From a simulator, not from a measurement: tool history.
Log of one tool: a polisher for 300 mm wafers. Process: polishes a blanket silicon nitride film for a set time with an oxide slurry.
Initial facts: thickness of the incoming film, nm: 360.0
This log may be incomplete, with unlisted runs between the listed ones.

run  hour  flow of slurry (ml/min)  pressure of the wafer on the pad (kPa)  speed of the pad under the wafer (cm/s)  abrasive content of the slurry  polishing time (s)  film removed (Å)
  1   0.0                      165                                    29.6                                      134                             1.0                  51            579.98
  2   2.0                      175                                    31.7                                      134                             1.0                  51            630.06
  3   4.0                      185                                    33.1                                      134                             1.0                  51            657.44
  4   8.8                      185                                    33.1                                      134                             0.9                  51            636.85
  5  16.6                      185                                    37.9                                      134                             0.9                  51            718.02
  6  20.6                      195                                    38.6                                      134                             0.9                  51            742.19
  7  28.7                      200                                    39.3                                      134                             0.9                  51            757.20

For run 8, what comes out?
  8  31.5                      205                                    40.0                                      134                             0.9                  51                 ?

film removed (Å): 771.38
